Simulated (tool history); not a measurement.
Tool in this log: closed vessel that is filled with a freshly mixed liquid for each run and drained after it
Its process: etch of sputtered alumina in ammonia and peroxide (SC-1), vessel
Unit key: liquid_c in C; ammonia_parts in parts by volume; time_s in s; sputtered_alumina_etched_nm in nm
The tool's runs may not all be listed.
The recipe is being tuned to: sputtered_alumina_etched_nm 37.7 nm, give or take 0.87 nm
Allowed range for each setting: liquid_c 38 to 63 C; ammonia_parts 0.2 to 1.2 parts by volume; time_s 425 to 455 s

| run | day | liquid_c | ammonia_parts | time_s | sputtered_alumina_etched_nm |
|---|---|---|---|---|---|
| 1 | 0 | 47 | 1 | 425 | 24.114 |
| 2 | 0.354 | 49 | 1 | 425 | 26.798 |
| 3 | 0.621 | 50.5 | 1 | 425 | 29.105 |
| 4 | 0.746 | 50.5 | 0.75 | 425 | 28.4 |
| 5 | 0.804 | 51.5 | 0.75 | 425 | 29.913 |
| 6 | 1.108 | 52.5 | 0.75 | 425 | 31.648 |
| 7 | 1.167 | 53 | 0.75 | 425 | 32.414 |
| 8 | 1.275 | 53.5 | 0.75 | 425 | 33.359 |

Which of these 4 next moves meets every target?
| A | 1.383 | 56 | 0.35 | 450 | ? |
| B | 1.383 | 55 | 0.65 | 425 | ? |
| C | 1.383 | 54 | 0.7 | 435 | ? |
| D | 1.383 | 53.5 | 0.8 | 455 | ? |

| move | sputtered_alumina_etched_nm |
|---|---|
| A | 37.748 |
| B | 35.853 |
| C | 35.037 |
| D | 36.133 |
A: each result inside its tolerance
B: closes in on the targets versus the last run, not all within tolerance yet
C: closes in on the targets versus the last run, not all within tolerance yet
D: closes in on the targets versus the last run, not all within tolerance yet
So the answer is move A, the one that meets all the targets.
